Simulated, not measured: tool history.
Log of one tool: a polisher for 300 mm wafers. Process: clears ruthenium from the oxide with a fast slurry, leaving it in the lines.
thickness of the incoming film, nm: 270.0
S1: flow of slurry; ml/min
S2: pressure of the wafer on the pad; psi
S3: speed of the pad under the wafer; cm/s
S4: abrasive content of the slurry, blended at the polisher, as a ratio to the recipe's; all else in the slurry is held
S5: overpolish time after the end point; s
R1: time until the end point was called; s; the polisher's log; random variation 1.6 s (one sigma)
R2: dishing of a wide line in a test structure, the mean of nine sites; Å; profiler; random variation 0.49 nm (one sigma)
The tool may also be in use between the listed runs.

run  hour   S1   S2  S3  S4  S5      R1      R2
  1     0  150  2.7  82   1  14  87.951  358.83
  2   8.9  145  2.5  82   1  15  93.474  350.88
  3  15.8  145  2.5  90   1  15  85.972   382.4
  4  19.9  145  3.1  90   1  15   69.72   451.8
  5  26.3  145  3.1  80   1  15  77.943  409.77
  6  33.6  145  3.1  80   1  19   77.23  500.75

The next listed run, before its measurement:
  7  39.8  130  2.4  78   1  20   ?   ?

{"run 7": {"R1": 104.95, "R2": 412.4}}
